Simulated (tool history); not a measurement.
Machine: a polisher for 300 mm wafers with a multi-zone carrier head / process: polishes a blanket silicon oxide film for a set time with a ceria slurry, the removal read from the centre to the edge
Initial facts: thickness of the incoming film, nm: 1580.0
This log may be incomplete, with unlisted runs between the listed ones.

| run | hour | flow of slurry (ml/min) | pressure of the head's centre zone | pressure of the head's middle zone | pressure of the head's edge zone | polishing time (s) | film removed at the wafer's centre (angstrom) | film removed at mid-radius (angstrom) | film removed at the wafer's edge (angstrom) |
|---|---|---|---|---|---|---|---|---|---|
| 1 | 0.0 | 155 | 1.00 | 1.00 | 1.00 | 52 | 3494.5 | 3524.9 | 3589.4 |
| 2 | 4.2 | 155 | 1.00 | 1.04 | 1.00 | 52 | 3489.1 | 3634.8 | 3516.9 |
| 3 | 9.8 | 155 | 1.00 | 1.00 | 1.00 | 52 | 3537.7 | 3537.3 | 3423.3 |
| 4 | 12.9 | 160 | 1.01 | 1.02 | 0.99 | 53 | 3637.1 | 3710.4 | 3548.7 |
| 5 | 14.3 | 130 | 1.01 | 1.02 | 0.99 | 53 | 3502.8 | 3502.8 | 3461.7 |
| 6 | 14.9 | 135 | 1.02 | 1.04 | 1.00 | 54 | 3605.1 | 3732.4 | 3544.5 |
| 7 | 23.0 | 140 | 1.03 | 1.05 | 1.01 | 55 | 3679.3 | 3866.6 | 3697.3 |
| 8 | 27.5 | 145 | 1.04 | 1.06 | 1.01 | 55 | 3854.3 | 3880.6 | 3619.5 |
| 9 | 28.3 | 150 | 1.04 | 1.07 | 1.02 | 56 | 3940.6 | 3973.0 | 3872.3 |
| 10 | 29.7 | 155 | 1.04 | 1.08 | 1.01 | 56 | 3892.9 | 4134.9 | 3847.6 |
| 11 | 35.1 | 160 | 1.05 | 1.09 | 1.01 | 56 | 4031.4 | 4141.2 | 3754.4 |

What will run 12 give?
| 12 | 39.1 | 165 | 1.05 | 1.10 | 1.02 | 56 | ? | ? | ? |

Run 12 yielded film removed at the wafer's centre (angstrom) 3937.6, film removed at mid-radius (angstrom) 4211.9, film removed at the wafer's edge (angstrom) 3804.4.
